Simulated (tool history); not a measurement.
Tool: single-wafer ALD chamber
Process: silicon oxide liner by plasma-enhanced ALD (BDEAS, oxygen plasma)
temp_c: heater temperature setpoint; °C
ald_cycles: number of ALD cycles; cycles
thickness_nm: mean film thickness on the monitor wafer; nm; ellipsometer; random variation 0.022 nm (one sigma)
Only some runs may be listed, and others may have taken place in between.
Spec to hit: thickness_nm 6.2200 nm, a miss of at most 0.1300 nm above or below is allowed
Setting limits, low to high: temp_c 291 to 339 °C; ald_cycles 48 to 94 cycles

{"run": 1, "hour": 0.0, "temp_c": 315, "ald_cycles": 71, "thickness_nm": 6.7605}
{"run": 2, "hour": 0.5, "temp_c": 323, "ald_cycles": 71, "thickness_nm": 6.664}
{"run": 3, "hour": 4.2, "temp_c": 323, "ald_cycles": 70, "thickness_nm": 6.5808}
{"run": 4, "hour": 10.1, "temp_c": 323, "ald_cycles": 63, "thickness_nm": 5.8673}
{"run": 5, "hour": 12.0, "temp_c": 323, "ald_cycles": 56, "thickness_nm": 5.242}
{"hour": 18.7, "done": "thermocouple changed; heater temperature recalibrated"}
{"run": 6, "hour": 18.7, "temp_c": 323, "ald_cycles": 58, "thickness_nm": 5.4847}
{"run": 7, "hour": 20.2, "temp_c": 323, "ald_cycles": 60, "thickness_nm": 5.6289}
{"run": 8, "hour": 25.4, "temp_c": 323, "ald_cycles": 61, "thickness_nm": 5.7573}
{"run": 9, "hour": 30.8, "temp_c": 323, "ald_cycles": 62, "thickness_nm": 5.8321}
{"run": 10, "hour": 31.8, "temp_c": 323, "ald_cycles": 63, "thickness_nm": 5.9353}
{"run": 11, "hour": 39.7, "temp_c": 323, "ald_cycles": 64, "thickness_nm": 6.013}

Pick the move, out of 5, that brings all results within their allowed miss; only one does.
{"run": "A", "hour": 47.6, "temp_c": 321, "ald_cycles": 66, "thickness_nm": "?"}
{"run": "B", "hour": 47.6, "temp_c": 323, "ald_cycles": 61, "thickness_nm": "?"}
{"run": "C", "hour": 47.6, "temp_c": 320, "ald_cycles": 59, "thickness_nm": "?"}
{"run": "D", "hour": 47.6, "temp_c": 331, "ald_cycles": 63, "thickness_nm": "?"}
{"run": "E", "hour": 47.6, "temp_c": 323, "ald_cycles": 69, "thickness_nm": "?"}

move=A thickness_nm=6.1949
move=B thickness_nm=5.7068
move=C thickness_nm=5.5470
move=D thickness_nm=5.8161
move=E thickness_nm=6.4552
A: meets every target
B: the biggest miss grows against the last run
C: the biggest miss grows against the last run
D: the biggest miss grows against the last run
E: takes the biggest miss from the last run beyond its target
Answer: A

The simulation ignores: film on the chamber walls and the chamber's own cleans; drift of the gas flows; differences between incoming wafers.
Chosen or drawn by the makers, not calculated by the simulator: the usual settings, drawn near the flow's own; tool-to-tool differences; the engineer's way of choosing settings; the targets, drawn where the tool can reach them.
